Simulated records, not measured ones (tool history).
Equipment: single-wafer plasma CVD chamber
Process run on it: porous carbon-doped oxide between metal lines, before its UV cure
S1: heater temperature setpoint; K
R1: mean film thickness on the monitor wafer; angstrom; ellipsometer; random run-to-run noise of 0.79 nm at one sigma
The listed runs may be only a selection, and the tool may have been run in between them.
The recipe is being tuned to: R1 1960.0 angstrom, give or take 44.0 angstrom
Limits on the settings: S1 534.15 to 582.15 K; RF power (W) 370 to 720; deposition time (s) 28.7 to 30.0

{"run": 1, "hour": 0.0, "S1": 558.15, "RF power (W)": 545, "deposition time (s)": 30.0, "R1": 1614.9}
{"run": 2, "hour": 3.4, "S1": 552.15, "RF power (W)": 560, "deposition time (s)": 30.0, "R1": 1707.2}
{"run": 3, "hour": 5.7, "S1": 552.15, "RF power (W)": 600, "deposition time (s)": 30.0, "R1": 1774.9}
{"run": 4, "hour": 12.2, "S1": 552.15, "RF power (W)": 600, "deposition time (s)": 28.7, "R1": 1693.8}
{"hour": 17.3, "done": "thermocouple changed; heater temperature recalibrated"}
{"run": 5, "hour": 17.3, "S1": 548.15, "RF power (W)": 615, "deposition time (s)": 28.8, "R1": 1819.9}
{"run": 6, "hour": 24.7, "S1": 546.15, "RF power (W)": 615, "deposition time (s)": 28.8, "R1": 1842.0}
{"run": 7, "hour": 29.0, "S1": 544.15, "RF power (W)": 615, "deposition time (s)": 28.8, "R1": 1861.5}
{"run": 8, "hour": 31.5, "S1": 542.15, "RF power (W)": 615, "deposition time (s)": 28.8, "R1": 1875.0}

Which one of the following 4 next-run settings gets every result inside its allowed miss? There is exactly one.
{"run": "A", "hour": 34.0, "S1": 539.15, "RF power (W)": 605, "deposition time (s)": 28.7, "R1": "?"}
{"run": "B", "hour": 34.0, "S1": 547.15, "RF power (W)": 620, "deposition time (s)": 28.7, "R1": "?"}
{"run": "C", "hour": 34.0, "S1": 549.15, "RF power (W)": 615, "deposition time (s)": 28.7, "R1": "?"}
{"run": "D", "hour": 34.0, "S1": 540.15, "RF power (W)": 650, "deposition time (s)": 28.7, "R1": "?"}

move=A R1=1871.0
move=B R1=1812.3
move=C R1=1783.3
move=D R1=1940.1
A: just as far off the targets as the last run
B: lands further from the targets than the last run did
C: lands further from the targets than the last run did
D: in spec on every target
D meets every target.
